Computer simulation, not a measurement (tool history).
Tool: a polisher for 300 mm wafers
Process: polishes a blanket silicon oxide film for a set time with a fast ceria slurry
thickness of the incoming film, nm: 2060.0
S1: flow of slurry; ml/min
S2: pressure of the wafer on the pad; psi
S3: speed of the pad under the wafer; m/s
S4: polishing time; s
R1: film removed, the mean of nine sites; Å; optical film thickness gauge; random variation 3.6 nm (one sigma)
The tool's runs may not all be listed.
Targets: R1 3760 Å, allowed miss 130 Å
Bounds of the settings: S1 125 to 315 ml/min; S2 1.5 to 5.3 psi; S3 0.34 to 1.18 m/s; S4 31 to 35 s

run	hour	S1	S2	S3	S4	R1
1	0	205	3.4	0.76	35	4837.4
2	1.3	205	3.1	0.76	35	4353.3
3	4.5	230	3.1	0.76	35	4461.9
4	11	230	3.1	0.88	35	5265.7
5	14.4	195	3.1	0.88	35	5067.6
6	18.8	190	2.8	0.88	35	4532.6
7	27.4	175	2.2	0.88	35	3586.4
8	31.4	180	2.2	0.88	35	3565.5
9	32.6	180	2.4	0.88	35	3954.1
10	37.4	175	2.4	0.88	35	3860.2

Which of these 5 next moves meets every target?
A	42.2	125	2.5	0.94	35	?
B	42.2	235	2.5	0.8	34	?
C	42.2	235	2.2	0.98	35	?
D	42.2	215	3.1	0.72	34	?
E	42.2	180	2.7	0.88	32	?

move	R1
A	4191.1
B	3754.3
C	4167.2
D	4132.8
E	4056.3
A: further off than the last run
B: meets every target
C: further off than the last run
D: further off than the last run
E: further off than the last run
Move B is the one to make.
